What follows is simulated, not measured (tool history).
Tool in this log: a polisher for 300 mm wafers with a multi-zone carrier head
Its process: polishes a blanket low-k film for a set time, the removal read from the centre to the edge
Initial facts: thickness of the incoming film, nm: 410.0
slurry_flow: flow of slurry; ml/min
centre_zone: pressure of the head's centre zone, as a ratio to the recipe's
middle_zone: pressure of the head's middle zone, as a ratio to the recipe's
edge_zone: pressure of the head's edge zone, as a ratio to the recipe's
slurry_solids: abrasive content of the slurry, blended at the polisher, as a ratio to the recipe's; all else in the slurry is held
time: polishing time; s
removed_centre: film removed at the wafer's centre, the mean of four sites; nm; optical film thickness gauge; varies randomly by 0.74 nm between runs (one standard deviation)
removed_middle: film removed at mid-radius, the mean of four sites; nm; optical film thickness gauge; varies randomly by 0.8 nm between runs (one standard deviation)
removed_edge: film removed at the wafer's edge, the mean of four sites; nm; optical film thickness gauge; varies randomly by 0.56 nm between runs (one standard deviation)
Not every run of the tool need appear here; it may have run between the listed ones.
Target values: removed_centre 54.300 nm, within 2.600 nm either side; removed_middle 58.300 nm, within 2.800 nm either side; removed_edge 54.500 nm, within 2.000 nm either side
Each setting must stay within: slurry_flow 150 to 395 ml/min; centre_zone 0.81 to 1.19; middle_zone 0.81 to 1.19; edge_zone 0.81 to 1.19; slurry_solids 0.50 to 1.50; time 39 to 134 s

run,hour,slurry_flow,centre_zone,middle_zone,edge_zone,slurry_solids,time,removed_centre,removed_middle,removed_edge
1,0.0,250,1.00,1.00,1.00,1.00,86,35.238,33.705,33.637
2,6.2,250,1.00,1.02,1.01,1.05,88,36.164,35.709,35.545
3,8.6,210,1.00,1.02,1.01,1.05,88,35.301,35.582,34.983
4,9.7,210,1.00,1.02,0.97,1.05,88,35.998,33.653,34.754
5,17.0,215,1.01,1.03,0.99,1.10,90,36.801,36.461,36.556
6,23.8,225,1.03,1.04,1.00,1.15,92,39.997,38.112,38.662
# hour 31.0: worn pad replaced by a new one
7,31.0,235,1.04,1.06,1.02,1.20,93,44.761,43.854,42.979
8,39.7,305,1.05,1.13,1.12,1.15,93,46.705,47.508,45.748
9,40.4,310,1.05,1.14,1.12,1.20,93,46.472,46.476,45.743

Exactly one of the 5 candidate moves below puts every result within its allowed miss. Which one?
A,41.1,330,1.10,0.98,1.16,1.15,74,?,?,?
B,41.1,330,1.18,1.02,1.12,1.25,77,?,?,?
C,41.1,320,1.03,0.95,1.19,1.50,102,?,?,?
D,41.1,345,1.03,1.19,1.11,1.05,116,?,?,?
E,41.1,270,1.11,1.19,1.08,1.20,80,?,?,?

move,removed_centre,removed_middle,removed_edge
A,37.776,34.427,37.198
B,42.782,38.017,39.407
C,55.367,51.834,57.821
D,54.606,58.381,54.706
E,41.013,41.791,38.848
A: misses by more than the last run did
B: misses by more than the last run did
C: pushes the last run's worst result past its target
D: every result within its allowed miss
E: misses by more than the last run did
Correct choice: D, which meets every target

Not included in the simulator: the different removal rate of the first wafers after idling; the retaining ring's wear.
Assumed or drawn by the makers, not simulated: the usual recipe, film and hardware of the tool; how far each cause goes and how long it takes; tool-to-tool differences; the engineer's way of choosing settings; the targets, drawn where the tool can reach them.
